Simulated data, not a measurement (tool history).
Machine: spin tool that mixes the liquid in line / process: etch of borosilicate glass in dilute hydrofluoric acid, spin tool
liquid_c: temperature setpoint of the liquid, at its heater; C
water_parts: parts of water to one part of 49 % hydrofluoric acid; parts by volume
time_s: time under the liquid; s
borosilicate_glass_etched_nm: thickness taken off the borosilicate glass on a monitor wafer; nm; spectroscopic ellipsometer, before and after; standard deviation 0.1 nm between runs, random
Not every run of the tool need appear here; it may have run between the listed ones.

{"run": 1, "hour": 0.0, "liquid_c": 22.0, "water_parts": 65, "time_s": 55, "borosilicate_glass_etched_nm": 27.611}
{"run": 2, "hour": 3.7, "liquid_c": 21.0, "water_parts": 70, "time_s": 55, "borosilicate_glass_etched_nm": 24.564}
{"run": 3, "hour": 4.7, "liquid_c": 21.0, "water_parts": 90, "time_s": 55, "borosilicate_glass_etched_nm": 18.719}
{"run": 4, "hour": 8.5, "liquid_c": 20.5, "water_parts": 90, "time_s": 55, "borosilicate_glass_etched_nm": 18.335}
{"run": 5, "hour": 15.1, "liquid_c": 18.0, "water_parts": 90, "time_s": 55, "borosilicate_glass_etched_nm": 16.719}
{"run": 6, "hour": 17.8, "liquid_c": 18.5, "water_parts": 90, "time_s": 55, "borosilicate_glass_etched_nm": 16.615}

Predict the results of run 7:
{"run": 7, "hour": 25.8, "liquid_c": 18.5, "water_parts": 90, "time_s": 55, "borosilicate_glass_etched_nm": "?"}

Run 7 came out at borosilicate_glass_etched_nm 16.995 nm.

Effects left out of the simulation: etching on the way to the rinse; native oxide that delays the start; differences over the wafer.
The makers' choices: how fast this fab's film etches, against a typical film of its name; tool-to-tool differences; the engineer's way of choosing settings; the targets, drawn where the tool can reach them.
